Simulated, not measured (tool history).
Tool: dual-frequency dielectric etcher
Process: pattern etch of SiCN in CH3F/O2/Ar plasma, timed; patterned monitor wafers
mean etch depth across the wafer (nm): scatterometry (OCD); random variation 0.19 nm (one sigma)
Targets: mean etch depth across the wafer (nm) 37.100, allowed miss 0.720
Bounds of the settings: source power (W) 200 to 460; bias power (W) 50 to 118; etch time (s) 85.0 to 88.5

run	hour	source power (W)	bias power (W)	etch time (s)	mean etch depth across the wafer (nm)
1	0.0	330	84	85.0	32.023
2	5.6	330	84	88.5	33.258
3	10.0	330	92	88.5	34.396
4	15.2	340	93	88.5	35.095
5	22.4	350	94	88.5	35.883
6	28.7	350	88	88.5	34.910
7	34.7	360	88	88.5	34.854
8	39.7	420	93	88.5	38.520
9	47.9	410	93	88.5	37.984

4 next moves are on the table. One of them brings every result within its allowed miss. Which?
A	56.1	390	85	87.5	?
B	56.1	420	90	86.5	?
C	56.1	360	115	88.0	?
D	56.1	460	91	86.5	?

move	mean etch depth across the wafer (nm)
A	35.310
B	36.865
C	38.831
D	38.478
A: takes the result that was furthest off past its target
B: meets every target
C: further off than the last run
D: further off than the last run
Answer: B
